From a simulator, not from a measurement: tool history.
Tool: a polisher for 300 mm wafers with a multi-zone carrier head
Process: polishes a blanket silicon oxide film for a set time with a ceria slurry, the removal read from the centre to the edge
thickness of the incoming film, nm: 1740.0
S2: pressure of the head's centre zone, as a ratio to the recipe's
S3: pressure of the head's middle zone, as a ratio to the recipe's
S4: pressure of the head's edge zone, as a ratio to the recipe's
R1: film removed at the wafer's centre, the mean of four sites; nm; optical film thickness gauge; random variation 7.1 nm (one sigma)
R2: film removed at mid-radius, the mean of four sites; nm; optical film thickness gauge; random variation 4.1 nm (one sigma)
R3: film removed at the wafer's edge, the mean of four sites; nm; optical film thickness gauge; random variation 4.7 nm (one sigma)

{"run": 1, "hour": 0.0, "flow of slurry (ml/min)": 260, "S2": 1, "S3": 1, "S4": 1, "polishing time (s)": 76, "R1": 371.37, "R2": 381.35, "R3": 380.71}
{"run": 2, "hour": 1.0, "flow of slurry (ml/min)": 270, "S2": 1.02, "S3": 1.02, "S4": 1.04, "polishing time (s)": 82, "R1": 414.96, "R2": 420.85, "R3": 417.7}
{"run": 3, "hour": 7.1, "flow of slurry (ml/min)": 270, "S2": 1.05, "S3": 1.02, "S4": 1.04, "polishing time (s)": 82, "R1": 426.29, "R2": 419.32, "R3": 419.21}
{"run": 4, "hour": 16.0, "flow of slurry (ml/min)": 275, "S2": 1.05, "S3": 1.04, "S4": 1.07, "polishing time (s)": 87, "R1": 447.73, "R2": 457.37, "R3": 450.68}
{"run": 5, "hour": 19.8, "flow of slurry (ml/min)": 280, "S2": 1.06, "S3": 1.05, "S4": 1.09, "polishing time (s)": 90, "R1": 465.31, "R2": 471.67, "R3": 465.3}
{"run": 6, "hour": 24.6, "flow of slurry (ml/min)": 280, "S2": 1.06, "S3": 1.08, "S4": 1.09, "polishing time (s)": 90, "R1": 484.34, "R2": 486.35, "R3": 467.17}
{"run": 7, "hour": 27.3, "flow of slurry (ml/min)": 280, "S2": 1.06, "S3": 1.08, "S4": 1.11, "polishing time (s)": 93, "R1": 478.65, "R2": 504.24, "R3": 489.62}
{"run": 8, "hour": 35.0, "flow of slurry (ml/min)": 285, "S2": 1.07, "S3": 1.08, "S4": 1.12, "polishing time (s)": 95, "R1": 506.58, "R2": 519.08, "R3": 504.44}
{"run": 9, "hour": 42.0, "flow of slurry (ml/min)": 290, "S2": 1.08, "S3": 1.08, "S4": 1.13, "polishing time (s)": 96, "R1": 515.15, "R2": 520.17, "R3": 512.17}
{"run": 10, "hour": 45.6, "flow of slurry (ml/min)": 295, "S2": 1.08, "S3": 1.09, "S4": 1.14, "polishing time (s)": 97, "R1": 518.56, "R2": 535.16, "R3": 524.82}

Forecast run 11:
{"run": 11, "hour": 47.4, "flow of slurry (ml/min)": 305, "S2": 1.09, "S3": 1.1, "S4": 1.15, "polishing time (s)": 98, "R1": "?", "R2": "?", "R3": "?"}

{"run 11": {"R1": 540.06, "R2": 538.28, "R3": 530.79}}
